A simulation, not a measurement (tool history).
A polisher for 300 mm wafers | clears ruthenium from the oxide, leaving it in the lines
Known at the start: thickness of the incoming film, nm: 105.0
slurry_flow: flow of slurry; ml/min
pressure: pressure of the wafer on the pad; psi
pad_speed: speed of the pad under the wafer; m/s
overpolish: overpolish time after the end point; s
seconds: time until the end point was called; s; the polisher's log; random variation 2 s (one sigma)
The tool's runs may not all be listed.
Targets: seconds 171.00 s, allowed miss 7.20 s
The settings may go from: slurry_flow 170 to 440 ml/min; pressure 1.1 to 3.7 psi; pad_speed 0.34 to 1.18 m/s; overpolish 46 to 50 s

run    day  slurry_flow  pressure  pad_speed  overpolish  seconds
  1  0.000          280       2.4       0.76          46   106.35
  2  0.267          280       2.1       0.76          46   119.10
  3  0.529          280       2.4       0.76          46   105.89
  4  0.575          235       2.4       0.76          46   106.84
  5  0.633          235       2.1       0.76          46   123.23
  6  0.962          235       2.4       0.76          46   106.75
  7  1.046          235       2.1       0.76          46   122.96
  8  1.392          235       1.9       0.76          46   132.51
  9  1.517          235       1.7       0.76          46   149.99
 10  1.896          235       1.7       0.76          46   146.89
 11  1.996          235       1.6       0.76          46   157.51

4 next moves are on the table. One of them brings every result within its allowed miss. Which?
  A  2.096          240       1.9       0.74          46        ?
  B  2.096          215       1.6       0.70          46        ?
  C  2.096          175       2.0       0.66          50        ?
  D  2.096          215       1.7       0.72          46        ?

move  seconds
   A   136.54
   B   170.75
   C   150.62
   D   157.24
A: further off than the last run
B: meets every target
C: further off than the last run
D: as far off as the last run
Answer: B
